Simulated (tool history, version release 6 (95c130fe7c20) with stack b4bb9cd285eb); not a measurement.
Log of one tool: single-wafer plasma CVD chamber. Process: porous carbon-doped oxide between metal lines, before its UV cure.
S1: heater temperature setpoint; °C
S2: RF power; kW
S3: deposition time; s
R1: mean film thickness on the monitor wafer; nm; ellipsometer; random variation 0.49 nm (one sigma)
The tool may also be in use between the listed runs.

run	hour	S1	S2	S3	R1
1	0.0	305	0.615	22.8	146.60
2	6.4	305	0.615	22.8	146.98
3	9.0	305	0.615	23.6	151.95
4	17.4	305	0.615	23.6	152.41
5	23.5	305	0.695	23.6	167.28
6	29.7	308	0.670	23.6	158.64
7	38.3	311	0.650	23.6	153.33
8	45.5	313	0.630	23.6	148.66
9	52.6	315	0.610	23.6	142.58
10	55.3	317	0.600	23.6	139.01
11	61.7	319	0.590	23.6	135.63
12	63.3	320	0.580	23.6	133.36
13	67.3	329	0.525	23.5	117.27
14	73.6	329	0.525	23.5	115.98
15	76.2	328	0.525	23.5	117.20
16	82.9	327	0.525	23.5	118.07

The next listed run, before its measurement:
17	90.8	326	0.525	23.5	?

Run 17 gave R1 118.06 nm.

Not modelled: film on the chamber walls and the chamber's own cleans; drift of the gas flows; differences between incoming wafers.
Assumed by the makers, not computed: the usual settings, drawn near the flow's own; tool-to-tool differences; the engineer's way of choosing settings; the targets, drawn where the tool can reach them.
